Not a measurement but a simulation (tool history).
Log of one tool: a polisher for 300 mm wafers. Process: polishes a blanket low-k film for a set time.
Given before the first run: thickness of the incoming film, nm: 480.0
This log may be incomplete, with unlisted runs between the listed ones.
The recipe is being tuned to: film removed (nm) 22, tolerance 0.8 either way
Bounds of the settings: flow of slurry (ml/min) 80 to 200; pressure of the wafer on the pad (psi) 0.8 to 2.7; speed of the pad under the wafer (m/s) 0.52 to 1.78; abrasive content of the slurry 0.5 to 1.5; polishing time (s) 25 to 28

run  hour  flow of slurry (ml/min)  pressure of the wafer on the pad (psi)  speed of the pad under the wafer (m/s)  abrasive content of the slurry  polishing time (s)  film removed (nm)
  1     0                      130                                     1.7                                    1.14                               1                  28             13.901
  2   1.3                      135                                     1.9                                    1.14                               1                  28             16.082
  3   9.9                      115                                     1.9                                    1.14                               1                  28             15.424
  4  14.7                      125                                       2                                    1.14                               1                  28             16.332
  5  22.2                      125                                     1.7                                    1.14                               1                  28             13.948
  6  23.1                      130                                     1.9                                    1.14                               1                  28             15.614
  7  31.8                      135                                       2                                    1.14                               1                  28             16.489
  8    37                      135                                     2.1                                    1.14                               1                  28             17.257
  9    46                      135                                     2.2                                    1.14                               1                  28             17.954
 10  52.8                      135                                     2.3                                    1.14                               1                  28             18.619
 11  53.9                      135                                     2.4                                    1.14                               1                  28             18.979
 12  55.3                      140                                     2.5                                    1.14                               1                  28             20.531

Of the 4 settings listed for the next run, only one would bring every result within its allowed miss of target. Which one?
  A  56.7                      135                                     2.6                                    1.02                            0.95                  27                  ?
  B  56.7                      120                                     2.3                                    1.34                            1.15                  28                  ?
  C  56.7                      130                                     2.5                                    1.42                             0.9                  25                  ?
  D  56.7                      145                                     2.4                                    1.12                               1                  28                  ?

move  film removed (nm)
   A             17.988
   B              22.33
   C             20.168
   D             19.428
A: its largest miss is bigger than the last run's
B: all results in spec
C: its largest miss is bigger than the last run's
D: its largest miss is bigger than the last run's
B meets every target.
